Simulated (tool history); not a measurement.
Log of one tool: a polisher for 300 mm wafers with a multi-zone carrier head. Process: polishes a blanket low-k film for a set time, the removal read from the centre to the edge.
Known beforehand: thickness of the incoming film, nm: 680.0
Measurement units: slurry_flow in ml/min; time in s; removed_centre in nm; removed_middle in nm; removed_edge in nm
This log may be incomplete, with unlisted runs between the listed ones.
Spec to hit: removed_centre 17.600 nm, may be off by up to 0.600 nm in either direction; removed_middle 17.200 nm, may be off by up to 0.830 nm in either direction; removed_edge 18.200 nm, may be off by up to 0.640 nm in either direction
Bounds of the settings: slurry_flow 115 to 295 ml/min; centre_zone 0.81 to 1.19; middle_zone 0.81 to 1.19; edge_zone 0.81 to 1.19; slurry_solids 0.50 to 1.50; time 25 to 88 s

Run 1, hour 0.0: slurry_flow 190 ml/min, centre_zone 1.00, middle_zone 1.00, edge_zone 1.00, slurry_solids 1.00, time 56 s. Result: removed_centre 12.099 nm, removed_middle 11.921 nm, removed_edge 12.347 nm.
Run 2, hour 1.3: slurry_flow 195 ml/min, centre_zone 1.01, middle_zone 1.01, edge_zone 1.03, slurry_solids 1.10, time 57 s. Result: removed_centre 13.135 nm, removed_middle 13.044 nm, removed_edge 13.518 nm.
Run 3, hour 2.7: slurry_flow 195 ml/min, centre_zone 1.01, middle_zone 1.01, edge_zone 1.03, slurry_solids 0.90, time 57 s. Result: removed_centre 11.413 nm, removed_middle 11.741 nm, removed_edge 11.826 nm.
Run 4, hour 8.5: slurry_flow 200 ml/min, centre_zone 1.02, middle_zone 1.02, edge_zone 1.05, slurry_solids 1.05, time 57 s. Result: removed_centre 13.000 nm, removed_middle 12.976 nm, removed_edge 13.471 nm.
At hour 16.3: worn pad replaced by a new one.
Run 5, hour 16.3: slurry_flow 200 ml/min, centre_zone 1.02, middle_zone 0.97, edge_zone 1.05, slurry_solids 1.05, time 57 s. Result: removed_centre 15.139 nm, removed_middle 14.760 nm, removed_edge 15.325 nm.
Run 6, hour 18.7: slurry_flow 200 ml/min, centre_zone 1.02, middle_zone 0.97, edge_zone 1.05, slurry_solids 1.15, time 57 s. Result: removed_centre 16.115 nm, removed_middle 15.813 nm, removed_edge 16.700 nm.
Run 7, hour 24.5: slurry_flow 210 ml/min, centre_zone 1.02, middle_zone 0.97, edge_zone 1.05, slurry_solids 1.15, time 57 s. Result: removed_centre 16.001 nm, removed_middle 15.196 nm, removed_edge 16.242 nm.
Run 8, hour 27.8: slurry_flow 200 ml/min, centre_zone 1.03, middle_zone 0.96, edge_zone 1.07, slurry_solids 1.15, time 57 s. Result: removed_centre 15.891 nm, removed_middle 15.093 nm, removed_edge 16.266 nm.
Run 9, hour 32.3: slurry_flow 210 ml/min, centre_zone 1.02, middle_zone 0.96, edge_zone 1.07, slurry_solids 1.15, time 57 s. Result: removed_centre 15.985 nm, removed_middle 15.568 nm, removed_edge 16.517 nm.
Run 10, hour 39.0: slurry_flow 220 ml/min, centre_zone 1.03, middle_zone 0.95, edge_zone 1.09, slurry_solids 1.15, time 57 s. Result: removed_centre 16.259 nm, removed_middle 15.824 nm, removed_edge 16.722 nm.
Run 11, hour 44.7: slurry_flow 225 ml/min, centre_zone 1.03, middle_zone 0.94, edge_zone 1.10, slurry_solids 1.15, time 57 s. Result: removed_centre 16.307 nm, removed_middle 15.737 nm, removed_edge 17.214 nm.
Run 12, hour 46.8: slurry_flow 230 ml/min, centre_zone 1.02, middle_zone 0.94, edge_zone 1.09, slurry_solids 1.15, time 57 s. Result: removed_centre 16.389 nm, removed_middle 15.616 nm, removed_edge 16.849 nm.
Run 13, hour 49.0: slurry_flow 235 ml/min, centre_zone 1.03, middle_zone 0.94, edge_zone 1.11, slurry_solids 1.15, time 57 s. Result: removed_centre 16.382 nm, removed_middle 15.630 nm, removed_edge 17.253 nm.
Run 14, hour 56.2: slurry_flow 220 ml/min, centre_zone 1.02, middle_zone 0.94, edge_zone 1.10, slurry_solids 1.15, time 57 s. Result: removed_centre 16.241 nm, removed_middle 15.034 nm, removed_edge 16.648 nm.
Run 15, hour 62.9: slurry_flow 230 ml/min, centre_zone 1.03, middle_zone 0.94, edge_zone 1.10, slurry_solids 1.15, time 57 s. Result: removed_centre 16.239 nm, removed_middle 15.842 nm, removed_edge 17.075 nm.
Run 16, hour 68.6: slurry_flow 265 ml/min, centre_zone 1.11, middle_zone 0.93, edge_zone 1.12, slurry_solids 1.15, time 57 s. Result: removed_centre 18.160 nm, removed_middle 15.794 nm, removed_edge 17.247 nm.
Run 17, hour 76.6: slurry_flow 270 ml/min, centre_zone 1.09, middle_zone 0.94, edge_zone 1.12, slurry_solids 1.15, time 57 s. Result: removed_centre 17.936 nm, removed_middle 16.065 nm, removed_edge 17.660 nm.
Run 18, hour 81.2: slurry_flow 270 ml/min, centre_zone 1.08, middle_zone 0.95, edge_zone 1.11, slurry_solids 1.15, time 57 s. Result: removed_centre 17.319 nm, removed_middle 15.769 nm, removed_edge 17.275 nm.

Which single option among these 4 for the next run brings every result within its allowed miss of target? Just one does.
Run A, hour 85.8: slurry_flow 280 ml/min, centre_zone 0.96, middle_zone 0.81, edge_zone 1.19, slurry_solids 1.30, time 54 s. Result: removed_centre ?, removed_middle ?, removed_edge ?.
Run B, hour 85.8: slurry_flow 290 ml/min, centre_zone 1.02, middle_zone 0.97, edge_zone 1.11, slurry_solids 0.95, time 67 s. Result: removed_centre ?, removed_middle ?, removed_edge ?.
Run C, hour 85.8: slurry_flow 205 ml/min, centre_zone 1.10, middle_zone 1.18, edge_zone 0.92, slurry_solids 1.15, time 63 s. Result: removed_centre ?, removed_middle ?, removed_edge ?.
Run D, hour 85.8: slurry_flow 280 ml/min, centre_zone 1.18, middle_zone 0.93, edge_zone 1.08, slurry_solids 1.10, time 57 s. Result: removed_centre ?, removed_middle ?, removed_edge ?.

move  removed_centre  removed_middle  removed_edge
   A          15.491          14.833        18.191
   B          17.063          16.859        18.244
   C          18.528          19.032        17.198
   D          18.256          15.337        16.789
A: moves away from the targets compared with the last run
B: all results in spec
C: moves the result that the last run missed by most past its target, out the other side
D: moves away from the targets compared with the last run
Move B is the one to make.

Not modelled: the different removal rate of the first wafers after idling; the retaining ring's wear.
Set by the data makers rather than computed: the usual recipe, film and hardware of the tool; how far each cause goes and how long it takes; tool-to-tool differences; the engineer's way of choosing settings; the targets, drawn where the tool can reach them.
